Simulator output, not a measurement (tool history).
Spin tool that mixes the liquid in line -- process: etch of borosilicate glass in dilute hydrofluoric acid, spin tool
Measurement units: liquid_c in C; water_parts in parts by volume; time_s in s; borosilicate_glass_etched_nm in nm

run,hour,liquid_c,water_parts,time_s,borosilicate_glass_etched_nm
1,0,25,225,295,54.837
2,7.4,27,210,295,64.541
3,16.2,28.5,210,295,67.282
4,21.2,29.5,195,295,75.849
5,28.6,29.5,195,315,81.352
6,29.4,29.5,195,295,77.026
7,36.7,30.5,190,295,81.384

What will run 8 give?
8,43.3,31,185,295,?

Run 8 measured borosilicate_glass_etched_nm 86.093 nm.

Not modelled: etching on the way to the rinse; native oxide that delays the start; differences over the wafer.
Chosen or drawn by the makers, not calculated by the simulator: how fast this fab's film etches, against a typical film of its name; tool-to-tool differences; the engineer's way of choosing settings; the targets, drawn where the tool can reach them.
